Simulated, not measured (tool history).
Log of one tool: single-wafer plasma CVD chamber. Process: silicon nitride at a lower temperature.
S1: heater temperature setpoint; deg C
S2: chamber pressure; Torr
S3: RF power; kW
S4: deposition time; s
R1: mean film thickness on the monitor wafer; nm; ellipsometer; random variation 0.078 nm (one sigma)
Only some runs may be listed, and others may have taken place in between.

{"run": 1, "hour": 0.0, "S1": 360, "S2": 1.54, "S3": 0.225, "S4": 26.7, "R1": 24.29}
{"run": 2, "hour": 3.4, "S1": 352, "S2": 1.54, "S3": 0.225, "S4": 26.7, "R1": 24.319}
{"run": 3, "hour": 4.0, "S1": 352, "S2": 1.54, "S3": 0.25, "S4": 26.7, "R1": 25.734}
{"run": 4, "hour": 10.2, "S1": 352, "S2": 1.54, "S3": 0.23, "S4": 26.7, "R1": 24.7}
{"run": 5, "hour": 17.2, "S1": 352, "S2": 1.54, "S3": 0.215, "S4": 26.7, "R1": 23.826}
{"run": 6, "hour": 22.7, "S1": 352, "S2": 1.39, "S3": 0.215, "S4": 26.7, "R1": 23.088}
{"run": 7, "hour": 26.5, "S1": 352, "S2": 1.39, "S3": 0.215, "S4": 26.7, "R1": 22.977}

What will run 8 give?
{"run": 8, "hour": 34.4, "S1": 352, "S2": 1.31, "S3": 0.215, "S4": 26.7, "R1": "?"}

R1: 22.673 nm
